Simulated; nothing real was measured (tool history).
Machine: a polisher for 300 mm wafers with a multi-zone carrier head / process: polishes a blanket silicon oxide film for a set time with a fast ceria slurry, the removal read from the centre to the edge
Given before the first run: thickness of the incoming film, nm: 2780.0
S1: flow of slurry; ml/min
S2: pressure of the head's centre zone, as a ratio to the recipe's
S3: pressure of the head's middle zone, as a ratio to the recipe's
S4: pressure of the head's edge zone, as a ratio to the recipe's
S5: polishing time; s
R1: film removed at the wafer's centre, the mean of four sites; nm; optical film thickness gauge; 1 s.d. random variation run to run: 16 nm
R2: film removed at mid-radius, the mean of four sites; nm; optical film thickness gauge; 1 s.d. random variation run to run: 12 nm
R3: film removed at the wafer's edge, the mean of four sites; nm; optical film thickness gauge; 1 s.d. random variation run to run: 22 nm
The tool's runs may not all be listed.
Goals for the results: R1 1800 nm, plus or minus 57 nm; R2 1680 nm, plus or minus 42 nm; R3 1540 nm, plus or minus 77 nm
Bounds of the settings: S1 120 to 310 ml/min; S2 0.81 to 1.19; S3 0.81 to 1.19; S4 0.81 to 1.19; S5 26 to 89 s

run 1 hour=0 | S1=200 S2=1 S3=1 S4=1 S5=57 | R1=1095 R2=1093.5 R3=1067.3
run 2 hour=3.7 | S1=200 S2=1 S3=1 S4=0.92 S5=57 | R1=1108.4 R2=1094.7 R3=1067.2
run 3 hour=4.5 | S1=205 S2=1.01 S3=1.01 S4=0.92 S5=59 | R1=1167.2 R2=1148.7 R3=1101.5
run 4 hour=8.5 | S1=210 S2=1.02 S3=1.02 S4=0.92 S5=61 | R1=1230.5 R2=1196 R3=1144.1
run 5 hour=10.5 | S1=210 S2=1.02 S3=1.02 S4=0.92 S5=48 | R1=951.92 R2=944.29 R3=906.89
run 6 hour=13.3 | S1=215 S2=1.03 S3=1.03 S4=0.93 S5=51 | R1=1026.2 R2=1008.2 R3=957.65
run 7 hour=14.9 | S1=215 S2=1.04 S3=1.03 S4=0.93 S5=54 | R1=1111.5 R2=1088.9 R3=1036.4
run 8 hour=16 | S1=220 S2=1.06 S3=1.04 S4=0.94 S5=55 | R1=1165.6 R2=1112.7 R3=1039.8
run 9 hour=18.2 | S1=220 S2=1.06 S3=1.04 S4=0.95 S5=57 | R1=1183.3 R2=1168.9 R3=1062.4
run 10 hour=21.1 | S1=220 S2=1.06 S3=1.03 S4=0.95 S5=59 | R1=1221.1 R2=1178.9 R3=1148.7
run 11 hour=29.4 | S1=225 S2=1.07 S3=1.04 S4=0.95 S5=60 | R1=1269.1 R2=1213 R3=1134.8
-- hour=34.7 slurry nozzle cleaned
run 12 hour=34.7 | S1=225 S2=1.07 S3=1.04 S4=0.95 S5=62 | R1=1376.2 R2=1315 R3=1232.9

4 next moves are on the table. One of them brings every result within its allowed miss. Which?
run A hour=40 | S1=225 S2=1.05 S3=1 S4=0.99 S5=82 | R1=? R2=? R3=?
run B hour=40 | S1=245 S2=1.11 S3=0.86 S4=1.03 S5=85 | R1=? R2=? R3=?
run C hour=40 | S1=265 S2=1.09 S3=1.04 S4=0.9 S5=78 | R1=? R2=? R3=?
run D hour=40 | S1=215 S2=1.09 S3=0.87 S4=0.9 S5=87 | R1=? R2=? R3=?

move=A R1=1789.2 R2=1677.2 R3=1657.8
move=B R1=1982.2 R2=1548.5 R3=1768.8
move=C R1=1805.9 R2=1681.1 R3=1529.1
move=D R1=1956.4 R2=1574.8 R3=1677.5
A: brings the result that was furthest off to its target, and leaves another outside
B: closes in on the targets versus the last run, not all within tolerance yet
C: hits every target within its allowed miss
D: closes in on the targets versus the last run, not all within tolerance yet
So the answer is move C, the one that meets all the targets.
